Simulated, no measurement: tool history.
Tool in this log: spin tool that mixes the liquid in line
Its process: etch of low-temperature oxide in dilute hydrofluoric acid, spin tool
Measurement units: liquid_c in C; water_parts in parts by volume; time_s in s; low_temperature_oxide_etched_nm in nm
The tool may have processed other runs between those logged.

run,hour,liquid_c,water_parts,time_s,low_temperature_oxide_etched_nm
1,0,22,140,130,7.5442
2,4.3,22,140,130,7.5755
3,12.8,22,140,130,7.6488
4,19.6,23.5,135,130,8.2576
5,25.1,25,135,130,8.8418
6,27.1,25,95,130,13.242
7,30.6,25,95,130,13.357

Run 8 has not been measured yet. What should we expect?
8,34.1,24.5,95,130,?

{"run 8": {"low_temperature_oxide_etched_nm": 12.829}}

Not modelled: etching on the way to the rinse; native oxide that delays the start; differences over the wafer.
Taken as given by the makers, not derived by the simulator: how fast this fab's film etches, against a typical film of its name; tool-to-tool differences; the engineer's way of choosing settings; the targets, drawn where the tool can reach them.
